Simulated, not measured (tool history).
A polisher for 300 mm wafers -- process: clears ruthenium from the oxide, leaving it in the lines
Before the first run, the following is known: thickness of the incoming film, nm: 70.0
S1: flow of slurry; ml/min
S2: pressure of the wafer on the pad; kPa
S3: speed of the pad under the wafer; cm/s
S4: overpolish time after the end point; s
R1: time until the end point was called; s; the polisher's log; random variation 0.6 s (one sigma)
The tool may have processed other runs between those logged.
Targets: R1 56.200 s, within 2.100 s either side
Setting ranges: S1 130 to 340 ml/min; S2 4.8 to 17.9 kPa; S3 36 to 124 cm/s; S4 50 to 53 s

run 1 day=0.000 | S1=220 S2=11.0 S3=80 S4=50 | R1=94.834
run 2 day=0.346 | S1=220 S2=9.7 S3=80 S4=50 | R1=107.540
run 3 day=0.696 | S1=220 S2=9.7 S3=100 S4=50 | R1=86.307
run 4 day=1.054 | S1=220 S2=10.3 S3=100 S4=50 | R1=81.128
run 5 day=1.362 | S1=220 S2=11.0 S3=100 S4=50 | R1=76.120
run 6 day=1.608 | S1=245 S2=11.0 S3=100 S4=50 | R1=74.760
run 7 day=1.896 | S1=245 S2=11.0 S3=100 S4=50 | R1=75.756
run 8 day=2.096 | S1=245 S2=11.7 S3=100 S4=50 | R1=71.816
run 9 day=2.317 | S1=245 S2=12.4 S3=100 S4=50 | R1=67.347
run 10 day=2.517 | S1=245 S2=13.8 S3=100 S4=50 | R1=61.253

Of the 4 settings listed for the next run, only one would bring every result within its allowed miss of target. Which one?
run A day=2.717 | S1=240 S2=14.5 S3=96 S4=50 | R1=?
run B day=2.717 | S1=240 S2=11.0 S3=118 S4=53 | R1=?
run C day=2.717 | S1=245 S2=13.8 S3=108 S4=50 | R1=?
run D day=2.717 | S1=240 S2=11.7 S3=100 S4=53 | R1=?

move=A R1=61.803
move=B R1=66.483
move=C R1=57.976
move=D R1=73.123
A: moves away from the targets compared with the last run
B: moves away from the targets compared with the last run
C: every result lands within tolerance
D: moves away from the targets compared with the last run
Move C is the one to make.
